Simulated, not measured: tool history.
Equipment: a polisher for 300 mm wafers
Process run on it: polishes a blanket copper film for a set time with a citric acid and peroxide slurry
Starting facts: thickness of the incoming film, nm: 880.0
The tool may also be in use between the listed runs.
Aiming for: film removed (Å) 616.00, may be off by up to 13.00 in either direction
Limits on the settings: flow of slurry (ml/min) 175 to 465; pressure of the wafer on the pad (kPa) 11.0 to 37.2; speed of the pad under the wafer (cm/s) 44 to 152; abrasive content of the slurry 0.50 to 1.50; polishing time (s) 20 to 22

run  hour  flow of slurry (ml/min)  pressure of the wafer on the pad (kPa)  speed of the pad under the wafer (cm/s)  abrasive content of the slurry  polishing time (s)  film removed (Å)
  1   0.0                      295                                    24.1                                       98                            1.00                  22            536.67
  2   4.9                      295                                    24.1                                       74                            1.00                  22            408.57
  3  13.3                      295                                    24.1                                       74                            0.80                  22            390.95
  4  18.8                      305                                    27.6                                       74                            0.80                  22            437.31
  5  24.3                      305                                    31.0                                       74                            0.80                  22            491.25
  6  30.2                      310                                    33.1                                       74                            0.80                  22            513.11
  7  36.9                      310                                    34.5                                       76                            0.80                  22            551.19
  8  39.5                      310                                    35.2                                       76                            0.80                  22            558.96
  9  46.5                      310                                    35.2                                       76                            0.80                  22            554.21
 10  53.6                      315                                    35.9                                       78                            0.80                  22            582.81
 11  54.3                      315                                    36.5                                       78                            0.80                  22            592.13

Which of these 4 next moves meets every target?
  A  55.0                      330                                    37.2                                       86                            0.70                  21                 ?
  B  55.0                      270                                    35.2                                       92                            0.70                  20                 ?
  C  55.0                      375                                    37.2                                       70                            0.95                  22                 ?
  D  55.0                      405                                    32.4                                       74                            1.15                  22                 ?

move  film removed (Å)
   A            616.85
   B            583.33
   C            580.75
   D            570.72
A: all results in spec
B: lands further from the targets than the last run did
C: lands further from the targets than the last run did
D: lands further from the targets than the last run did
Correct choice: A, which meets every target
